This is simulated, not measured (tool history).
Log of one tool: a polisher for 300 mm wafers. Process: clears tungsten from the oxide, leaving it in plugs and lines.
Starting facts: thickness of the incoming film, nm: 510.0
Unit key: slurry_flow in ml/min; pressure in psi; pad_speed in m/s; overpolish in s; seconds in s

run	hour	slurry_flow	pressure	pad_speed	slurry_solids	overpolish	seconds
1	0.0	220	4.0	1.36	1.0	25	78.820
2	1.3	220	3.8	1.34	1.0	25	82.881
3	9.0	220	3.8	1.56	1.0	25	72.558
4	13.9	220	3.8	1.56	1.0	27	74.376
5	16.0	220	3.6	1.54	1.0	27	79.083
6	17.9	270	3.6	1.54	1.0	27	76.024
7	24.9	270	3.4	1.52	1.0	27	77.645
8	33.1	270	3.2	1.50	1.0	27	83.739

Run 9, settings as shown, results not yet in. Your forecast:
9	41.8	270	3.0	1.48	1.0	27	?

{"run 9": {"seconds": 87.457}}
